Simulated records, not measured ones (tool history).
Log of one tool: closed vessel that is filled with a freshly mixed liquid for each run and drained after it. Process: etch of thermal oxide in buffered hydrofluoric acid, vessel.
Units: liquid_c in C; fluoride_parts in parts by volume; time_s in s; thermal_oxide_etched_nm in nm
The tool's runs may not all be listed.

run,day,liquid_c,fluoride_parts,time_s,thermal_oxide_etched_nm
1,0.000,20.0,23.5,100,40.395
2,0.088,18.0,23.5,100,35.832
3,0.433,20.0,23.0,100,40.831
4,0.679,22.0,22.5,100,46.986
5,0.762,22.0,22.5,110,51.636
6,1.092,22.0,17.0,110,65.549
7,1.221,22.0,17.0,110,65.843

The next listed run, before its measurement:
8,1.483,22.5,17.0,110,?

Run 8 gave thermal_oxide_etched_nm 66.978 nm.

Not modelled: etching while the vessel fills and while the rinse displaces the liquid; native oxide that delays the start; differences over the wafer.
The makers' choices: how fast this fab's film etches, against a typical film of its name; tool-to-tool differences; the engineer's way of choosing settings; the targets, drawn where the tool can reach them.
